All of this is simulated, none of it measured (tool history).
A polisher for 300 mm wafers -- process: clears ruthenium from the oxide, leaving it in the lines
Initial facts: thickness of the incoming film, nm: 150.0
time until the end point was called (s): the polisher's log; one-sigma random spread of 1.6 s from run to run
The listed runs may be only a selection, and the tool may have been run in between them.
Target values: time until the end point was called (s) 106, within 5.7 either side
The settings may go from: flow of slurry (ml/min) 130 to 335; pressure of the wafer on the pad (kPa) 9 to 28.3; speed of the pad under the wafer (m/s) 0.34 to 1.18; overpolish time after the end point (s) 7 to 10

run  hour  flow of slurry (ml/min)  pressure of the wafer on the pad (kPa)  speed of the pad under the wafer (m/s)  overpolish time after the end point (s)  time until the end point was called (s)
  1     0                      215                                    18.6                                    0.76                                       10                                   139.86
  2   1.4                      215                                    14.5                                    0.76                                       10                                    162.4
  3   3.1                      215                                    16.5                                    0.78                                       10                                   142.31
  4     8                      215                                    17.9                                    0.78                                       10                                   138.87
  5  15.4                      215                                    19.3                                     0.8                                       10                                   136.28
  6  18.9                      215                                    20.7                                    0.84                                       10                                   117.76
  7  25.4                      215                                    20.7                                    0.84                                       10                                   120.83
  8  34.1                      215                                    21.4                                    0.84                                       10                                   116.64
  9  41.7                      215                                    22.1                                    0.84                                       10                                   111.02
 10  43.1                      215                                    22.8                                    0.84                                       10                                   112.83

Pick the move, out of 4, that brings all results within their allowed miss; only one does.
  A  44.5                      200                                    23.4                                    0.78                                        9                                        ?
  B  44.5                      220                                    22.1                                    0.78                                       10                                        ?
  C  44.5                      235                                    21.4                                    0.78                                       10                                        ?
  D  44.5                      195                                    23.4                                    0.88                                        7                                        ?

move  time until the end point was called (s)
   A                                   119.58
   B                                   123.25
   C                                      125
   D                                   110.21
A: lands further from the targets than the last run did
B: lands further from the targets than the last run did
C: lands further from the targets than the last run did
D: in spec on every target
So the answer is move D, the one that meets all the targets.

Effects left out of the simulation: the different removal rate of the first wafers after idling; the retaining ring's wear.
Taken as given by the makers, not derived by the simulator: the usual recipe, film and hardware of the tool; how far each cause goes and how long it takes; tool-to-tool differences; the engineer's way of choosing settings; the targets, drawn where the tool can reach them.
